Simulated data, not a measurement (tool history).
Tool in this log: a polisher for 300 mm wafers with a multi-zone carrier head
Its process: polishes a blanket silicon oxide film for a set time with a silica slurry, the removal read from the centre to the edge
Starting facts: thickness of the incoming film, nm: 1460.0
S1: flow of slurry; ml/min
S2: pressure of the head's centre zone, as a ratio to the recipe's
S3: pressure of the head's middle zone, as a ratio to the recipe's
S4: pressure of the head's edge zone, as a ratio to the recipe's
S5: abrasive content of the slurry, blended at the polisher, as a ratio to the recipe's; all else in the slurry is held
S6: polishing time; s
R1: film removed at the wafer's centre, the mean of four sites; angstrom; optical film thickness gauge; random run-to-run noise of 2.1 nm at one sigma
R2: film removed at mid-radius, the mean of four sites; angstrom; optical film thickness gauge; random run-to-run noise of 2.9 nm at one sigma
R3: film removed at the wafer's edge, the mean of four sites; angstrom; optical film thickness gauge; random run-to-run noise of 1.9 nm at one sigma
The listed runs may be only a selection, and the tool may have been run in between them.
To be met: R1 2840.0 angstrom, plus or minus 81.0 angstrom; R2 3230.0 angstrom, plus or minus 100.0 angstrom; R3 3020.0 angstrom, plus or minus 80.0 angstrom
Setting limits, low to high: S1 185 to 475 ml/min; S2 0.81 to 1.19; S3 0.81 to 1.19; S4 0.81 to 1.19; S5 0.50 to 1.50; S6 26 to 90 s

run	hour	S1	S2	S3	S4	S5	S6	R1	R2	R3
1	0.0	305	1.00	1.00	1.00	1.00	58	2685.0	2556.5	2632.7
2	1.8	315	1.00	1.04	1.03	1.00	58	2714.6	2697.5	2666.7
3	9.7	315	0.93	1.04	1.03	1.00	58	2546.9	2677.2	2638.4
4	17.6	320	0.93	1.06	1.06	1.05	58	2570.6	2783.7	2710.6
5	22.6	320	0.93	1.06	1.06	1.05	44	1921.9	2130.2	2055.6
6	30.6	320	0.93	1.09	1.06	1.05	44	1965.6	2166.0	2065.7
7	31.2	320	0.94	1.10	1.08	1.15	46	2102.2	2344.1	2238.0
8	34.5	325	0.95	1.12	1.09	1.20	47	2239.2	2508.3	2314.2
9	42.9	320	0.95	1.12	1.10	1.25	48	2286.7	2550.2	2411.0
# hour 45.6: slurry nozzle cleaned
10	45.6	325	0.95	1.13	1.11	1.30	49	2439.3	2721.6	2520.8
11	50.4	325	0.95	1.13	1.11	1.30	49	2435.8	2764.3	2550.9
12	54.1	335	0.95	1.13	1.12	1.35	49	2416.6	2744.7	2593.3
13	60.7	340	0.96	1.14	1.13	1.40	50	2571.2	2874.2	2700.2
14	64.9	340	0.96	1.15	1.14	1.40	51	2635.8	2918.7	2736.2
15	70.4	340	0.96	1.15	1.14	1.40	52	2645.5	2957.6	2775.4
16	76.2	380	0.97	1.19	1.19	1.50	52	2792.0	3178.3	2926.6
17	83.2	380	0.97	1.19	1.19	1.50	52	2793.8	3224.3	2852.1
18	84.0	375	0.97	1.18	1.19	1.50	52	2756.6	3101.2	2899.1

Which single option among these 4 for the next run brings every result within its allowed miss of target? Just one does.
A	84.8	370	0.96	1.17	1.19	1.45	55	?	?	?
B	84.8	270	0.91	1.15	1.19	1.50	54	?	?	?
C	84.8	405	1.00	1.06	1.19	1.40	56	?	?	?
D	84.8	375	1.00	1.16	1.18	1.45	50	?	?	?

move	R1	R2	R3
A	2888.4	3315.9	3047.2
B	2656.5	3178.7	2978.4
C	3046.5	3084.0	3086.1
D	2738.3	2994.0	2765.2
A: each result inside its tolerance
B: gets the furthest-off result to its target, but another result is out of tolerance
C: gets the furthest-off result to its target, but another result is out of tolerance
D: its largest miss is bigger than the last run's
Correct choice: A, which meets every target
